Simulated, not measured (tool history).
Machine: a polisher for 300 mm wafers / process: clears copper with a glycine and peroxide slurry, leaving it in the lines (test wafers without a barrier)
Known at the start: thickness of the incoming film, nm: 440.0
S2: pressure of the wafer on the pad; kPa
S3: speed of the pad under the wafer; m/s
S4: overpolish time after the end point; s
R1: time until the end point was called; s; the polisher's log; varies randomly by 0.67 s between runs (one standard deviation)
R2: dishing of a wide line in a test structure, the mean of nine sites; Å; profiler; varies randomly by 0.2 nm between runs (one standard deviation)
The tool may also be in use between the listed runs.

{"run": 1, "day": 0.0, "flow of slurry (ml/min)": 320, "S2": 22.8, "S3": 0.96, "S4": 19, "R1": 74.628, "R2": 154.37}
{"run": 2, "day": 0.254, "flow of slurry (ml/min)": 320, "S2": 22.8, "S3": 1.16, "S4": 19, "R1": 66.036, "R2": 155.88}
{"run": 3, "day": 0.317, "flow of slurry (ml/min)": 320, "S2": 22.8, "S3": 1.16, "S4": 12, "R1": 67.042, "R2": 153.12}
{"run": 4, "day": 0.429, "flow of slurry (ml/min)": 310, "S2": 24.1, "S3": 1.1, "S4": 11, "R1": 66.591, "R2": 149.37}
{"run": 5, "day": 0.483, "flow of slurry (ml/min)": 285, "S2": 25.5, "S3": 1.04, "S4": 10, "R1": 66.193, "R2": 147.06}
{"run": 6, "day": 0.583, "flow of slurry (ml/min)": 285, "S2": 30.3, "S3": 1.04, "S4": 10, "R1": 58.44, "R2": 148.37}
{"run": 7, "day": 0.817, "flow of slurry (ml/min)": 265, "S2": 29.6, "S3": 1.02, "S4": 9, "R1": 60.426, "R2": 147.03}

What does the tool deliver on the next run?
{"run": 8, "day": 1.025, "flow of slurry (ml/min)": 250, "S2": 29.6, "S3": 1.0, "S4": 8, "R1": "?", "R2": "?"}

Logged for run 8: R1 63.065 s, R2 140.33 Å.
